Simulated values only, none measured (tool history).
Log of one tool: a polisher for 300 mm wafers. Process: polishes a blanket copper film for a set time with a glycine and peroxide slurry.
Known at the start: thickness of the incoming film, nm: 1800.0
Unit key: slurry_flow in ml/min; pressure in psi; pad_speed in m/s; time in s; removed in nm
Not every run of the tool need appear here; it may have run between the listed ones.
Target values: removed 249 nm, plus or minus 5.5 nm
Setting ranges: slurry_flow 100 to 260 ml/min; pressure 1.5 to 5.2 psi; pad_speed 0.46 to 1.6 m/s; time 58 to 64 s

Run 1, hour 0: slurry_flow 165 ml/min, pressure 3.3 psi, pad_speed 1.02 m/s, time 64 s. Result: removed 330.61 nm.
Run 2, hour 1.5: slurry_flow 185 ml/min, pressure 3.3 psi, pad_speed 1.02 m/s, time 64 s. Result: removed 339.55 nm.
Run 3, hour 9.9: slurry_flow 155 ml/min, pressure 3.3 psi, pad_speed 1.02 m/s, time 64 s. Result: removed 332.8 nm.
Run 4, hour 11: slurry_flow 155 ml/min, pressure 3.6 psi, pad_speed 1.02 m/s, time 64 s. Result: removed 357.89 nm.
Run 5, hour 17.5: slurry_flow 155 ml/min, pressure 3.6 psi, pad_speed 1.02 m/s, time 58 s. Result: removed 326.13 nm.
Run 6, hour 19.9: slurry_flow 155 ml/min, pressure 3.6 psi, pad_speed 1.02 m/s, time 58 s. Result: removed 320.98 nm.
Run 7, hour 23.7: slurry_flow 145 ml/min, pressure 3.3 psi, pad_speed 1.02 m/s, time 58 s. Result: removed 296.47 nm.
Run 8, hour 25.6: slurry_flow 135 ml/min, pressure 3.1 psi, pad_speed 1.02 m/s, time 58 s. Result: removed 279.47 nm.
Run 9, hour 31.5: slurry_flow 130 ml/min, pressure 3 psi, pad_speed 1.02 m/s, time 58 s. Result: removed 272.48 nm.
Run 10, hour 32.8: slurry_flow 125 ml/min, pressure 2.9 psi, pad_speed 1.02 m/s, time 58 s. Result: removed 259.48 nm.

5 next moves are on the table. One of them brings every result within its allowed miss. Which?
Run A, hour 34.1: slurry_flow 135 ml/min, pressure 2.3 psi, pad_speed 1.06 m/s, time 64 s. Result: removed ?.
Run B, hour 34.1: slurry_flow 130 ml/min, pressure 2.5 psi, pad_speed 1.14 m/s, time 63 s. Result: removed ?.
Run C, hour 34.1: slurry_flow 110 ml/min, pressure 3.4 psi, pad_speed 0.9 m/s, time 58 s. Result: removed ?.
Run D, hour 34.1: slurry_flow 100 ml/min, pressure 2.7 psi, pad_speed 1.06 m/s, time 64 s. Result: removed ?.
Run E, hour 34.1: slurry_flow 125 ml/min, pressure 2.4 psi, pad_speed 1.14 m/s, time 63 s. Result: removed ?.

move  removed
   A   246.44
   B   270.48
   C   268.38
   D   266.86
   E   259.91
A: meets every target
B: moves away from the targets compared with the last run
C: moves away from the targets compared with the last run
D: moves away from the targets compared with the last run
E: as far off as the last run
A is the move that brings every result within its allowed miss.
